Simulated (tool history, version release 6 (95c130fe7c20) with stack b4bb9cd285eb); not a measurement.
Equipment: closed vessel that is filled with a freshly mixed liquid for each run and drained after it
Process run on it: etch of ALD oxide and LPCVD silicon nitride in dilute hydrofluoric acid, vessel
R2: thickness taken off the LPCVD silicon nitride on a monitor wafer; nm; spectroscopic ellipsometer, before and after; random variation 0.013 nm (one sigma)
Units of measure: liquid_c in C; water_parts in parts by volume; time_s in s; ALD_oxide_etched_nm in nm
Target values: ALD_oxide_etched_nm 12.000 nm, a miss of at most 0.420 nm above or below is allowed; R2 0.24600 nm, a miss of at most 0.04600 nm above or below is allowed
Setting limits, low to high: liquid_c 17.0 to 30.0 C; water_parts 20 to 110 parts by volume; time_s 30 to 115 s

{"run": 1, "hour": 0.0, "liquid_c": 22.0, "water_parts": 60, "time_s": 60, "ALD_oxide_etched_nm": 16.235, "R2": 0.36313}
{"run": 2, "hour": 4.0, "liquid_c": 24.5, "water_parts": 60, "time_s": 60, "ALD_oxide_etched_nm": 17.753, "R2": 0.44137}
{"run": 3, "hour": 9.2, "liquid_c": 24.5, "water_parts": 60, "time_s": 75, "ALD_oxide_etched_nm": 22.525, "R2": 0.56492}
{"run": 4, "hour": 16.5, "liquid_c": 24.5, "water_parts": 60, "time_s": 60, "ALD_oxide_etched_nm": 17.9, "R2": 0.44145}
{"run": 5, "hour": 25.0, "liquid_c": 23.5, "water_parts": 60, "time_s": 60, "ALD_oxide_etched_nm": 17.246, "R2": 0.37451}
{"run": 6, "hour": 31.9, "liquid_c": 22.0, "water_parts": 60, "time_s": 60, "ALD_oxide_etched_nm": 16.263, "R2": 0.35346}
{"run": 7, "hour": 34.3, "liquid_c": 21.5, "water_parts": 65, "time_s": 60, "ALD_oxide_etched_nm": 14.378, "R2": 0.34178}
{"run": 8, "hour": 36.2, "liquid_c": 20.5, "water_parts": 65, "time_s": 60, "ALD_oxide_etched_nm": 13.874, "R2": 0.28887}
{"run": 9, "hour": 42.8, "liquid_c": 20.0, "water_parts": 65, "time_s": 60, "ALD_oxide_etched_nm": 13.697, "R2": 0.29637}

4 next moves are on the table. One of them brings every result within its allowed miss. Which?
{"run": "A", "hour": 49.4, "liquid_c": 19.5, "water_parts": 65, "time_s": 50, "ALD_oxide_etched_nm": "?", "R2": "?"}
{"run": "B", "hour": 49.4, "liquid_c": 24.0, "water_parts": 80, "time_s": 65, "ALD_oxide_etched_nm": "?", "R2": "?"}
{"run": "C", "hour": 49.4, "liquid_c": 23.5, "water_parts": 75, "time_s": 70, "ALD_oxide_etched_nm": "?", "R2": "?"}
{"run": "D", "hour": 49.4, "liquid_c": 19.0, "water_parts": 65, "time_s": 55, "ALD_oxide_etched_nm": "?", "R2": "?"}

move=A ALD_oxide_etched_nm=11.157 R2=0.24271
move=B ALD_oxide_etched_nm=13.930 R2=0.34949
move=C ALD_oxide_etched_nm=15.782 R2=0.38790
move=D ALD_oxide_etched_nm=12.016 R2=0.25787
A: moves the result that the last run missed by most past its target, out the other side
B: moves away from the targets compared with the last run
C: moves away from the targets compared with the last run
D: every result within its allowed miss
Correct choice: D, which meets every target
